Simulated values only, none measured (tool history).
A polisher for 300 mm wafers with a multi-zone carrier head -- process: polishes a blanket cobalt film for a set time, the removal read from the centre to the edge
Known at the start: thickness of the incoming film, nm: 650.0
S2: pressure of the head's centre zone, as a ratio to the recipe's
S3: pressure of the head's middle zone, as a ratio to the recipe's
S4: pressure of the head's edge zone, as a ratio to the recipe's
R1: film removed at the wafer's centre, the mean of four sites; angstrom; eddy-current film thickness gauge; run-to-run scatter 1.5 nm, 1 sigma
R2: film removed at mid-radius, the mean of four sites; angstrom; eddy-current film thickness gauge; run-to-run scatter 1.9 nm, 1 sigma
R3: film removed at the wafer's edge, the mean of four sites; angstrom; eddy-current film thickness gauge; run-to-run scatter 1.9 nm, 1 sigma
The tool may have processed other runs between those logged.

{"run": 1, "hour": 0.0, "flow of slurry (ml/min)": 315, "S2": 1, "S3": 1, "S4": 1, "polishing time (s)": 55, "R1": 1769.4, "R2": 1727.9, "R3": 1667.5}
{"run": 2, "hour": 6.2, "flow of slurry (ml/min)": 325, "S2": 1.02, "S3": 1, "S4": 1.04, "polishing time (s)": 56, "R1": 1809.6, "R2": 1747.2, "R3": 1753.6}
{"run": 3, "hour": 9.8, "flow of slurry (ml/min)": 325, "S2": 1.09, "S3": 1, "S4": 1.04, "polishing time (s)": 56, "R1": 1959, "R2": 1759.2, "R3": 1739.6}
{"run": 4, "hour": 12.6, "flow of slurry (ml/min)": 335, "S2": 1.1, "S3": 1.01, "S4": 1.07, "polishing time (s)": 57, "R1": 2004.9, "R2": 1796, "R3": 1795.7}
{"run": 5, "hour": 20.3, "flow of slurry (ml/min)": 340, "S2": 1.1, "S3": 1.01, "S4": 1.09, "polishing time (s)": 58, "R1": 2045.6, "R2": 1839.3, "R3": 1844.3}
{"run": 6, "hour": 28.0, "flow of slurry (ml/min)": 380, "S2": 1.1, "S3": 1.01, "S4": 1.09, "polishing time (s)": 58, "R1": 2046.9, "R2": 1884, "R3": 1875}
{"run": 7, "hour": 33.3, "flow of slurry (ml/min)": 385, "S2": 1.1, "S3": 1, "S4": 1.11, "polishing time (s)": 58, "R1": 2080.8, "R2": 1844.2, "R3": 1899.1}
{"run": 8, "hour": 38.6, "flow of slurry (ml/min)": 390, "S2": 1.1, "S3": 1, "S4": 1.12, "polishing time (s)": 58, "R1": 2082.9, "R2": 1807.4, "R3": 1916.2}
{"run": 9, "hour": 42.4, "flow of slurry (ml/min)": 395, "S2": 1.1, "S3": 1.01, "S4": 1.13, "polishing time (s)": 58, "R1": 2070.1, "R2": 1851, "R3": 1915}

Run 10 is up next; what results do you expect?
{"run": 10, "hour": 45.0, "flow of slurry (ml/min)": 400, "S2": 1.1, "S3": 1.01, "S4": 1.14, "polishing time (s)": 58, "R1": "?", "R2": "?", "R3": "?"}

R1: 2059.3 angstrom
R2: 1867.3 angstrom
R3: 1934.1 angstrom

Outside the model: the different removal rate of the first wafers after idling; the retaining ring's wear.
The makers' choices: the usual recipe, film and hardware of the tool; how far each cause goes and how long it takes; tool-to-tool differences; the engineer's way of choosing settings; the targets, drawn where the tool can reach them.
